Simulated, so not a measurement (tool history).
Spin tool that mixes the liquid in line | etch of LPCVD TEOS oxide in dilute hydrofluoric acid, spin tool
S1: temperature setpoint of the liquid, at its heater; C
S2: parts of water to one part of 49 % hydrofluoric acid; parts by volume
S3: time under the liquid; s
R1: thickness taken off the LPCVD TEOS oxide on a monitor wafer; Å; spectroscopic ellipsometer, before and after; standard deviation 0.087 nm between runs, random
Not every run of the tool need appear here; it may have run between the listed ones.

run	day	S1	S2	S3	R1
1	0.000	21.0	130	100	106.120
2	0.121	19.5	130	100	98.706
3	0.250	19.0	130	100	96.912
4	0.612	21.5	130	100	108.570
5	0.733	19.0	130	100	97.874
6	1.058	19.0	150	100	84.520
7	1.379	19.5	150	100	84.072

The next listed run, before its measurement:
8	1.750	19.5	150	100	?

R1: 84.782 Å

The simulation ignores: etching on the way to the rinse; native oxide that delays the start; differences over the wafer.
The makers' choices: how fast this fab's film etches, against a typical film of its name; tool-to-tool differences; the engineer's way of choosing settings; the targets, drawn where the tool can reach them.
